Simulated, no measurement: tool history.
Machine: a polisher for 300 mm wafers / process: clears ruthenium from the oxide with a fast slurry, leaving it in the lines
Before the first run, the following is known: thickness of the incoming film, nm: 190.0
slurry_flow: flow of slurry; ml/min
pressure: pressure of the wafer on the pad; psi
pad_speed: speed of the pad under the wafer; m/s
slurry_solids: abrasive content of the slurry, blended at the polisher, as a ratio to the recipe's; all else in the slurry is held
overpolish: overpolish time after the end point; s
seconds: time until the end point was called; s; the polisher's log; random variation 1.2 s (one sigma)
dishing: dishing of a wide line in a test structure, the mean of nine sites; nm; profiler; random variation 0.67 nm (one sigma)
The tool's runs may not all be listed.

Run 1, hour 0.0: slurry_flow 225 ml/min, pressure 1.8 psi, pad_speed 0.82 m/s, slurry_solids 1.0, overpolish 21 s. Result: seconds 96.231 s, dishing 20.485 nm.
Run 2, hour 6.4: slurry_flow 225 ml/min, pressure 1.8 psi, pad_speed 0.64 m/s, slurry_solids 1.0, overpolish 21 s. Result: seconds 123.590 s, dishing 18.832 nm.
Run 3, hour 12.9: slurry_flow 185 ml/min, pressure 1.8 psi, pad_speed 0.64 m/s, slurry_solids 1.0, overpolish 21 s. Result: seconds 127.100 s, dishing 17.980 nm.
Run 4, hour 20.7: slurry_flow 235 ml/min, pressure 1.8 psi, pad_speed 0.64 m/s, slurry_solids 1.0, overpolish 21 s. Result: seconds 125.120 s, dishing 18.254 nm.
Run 5, hour 27.7: slurry_flow 235 ml/min, pressure 2.2 psi, pad_speed 0.64 m/s, slurry_solids 1.0, overpolish 21 s. Result: seconds 103.020 s, dishing 20.321 nm.
Run 6, hour 28.4: slurry_flow 235 ml/min, pressure 2.6 psi, pad_speed 0.64 m/s, slurry_solids 1.0, overpolish 21 s. Result: seconds 88.759 s, dishing 23.006 nm.

Run 7 has not been measured yet. What should we expect?
Run 7, hour 34.0: slurry_flow 235 ml/min, pressure 2.6 psi, pad_speed 0.64 m/s, slurry_solids 1.0, overpolish 21 s. Result: seconds ?, dishing ?.

Run 7 gave seconds 89.383 s, dishing 22.169 nm.
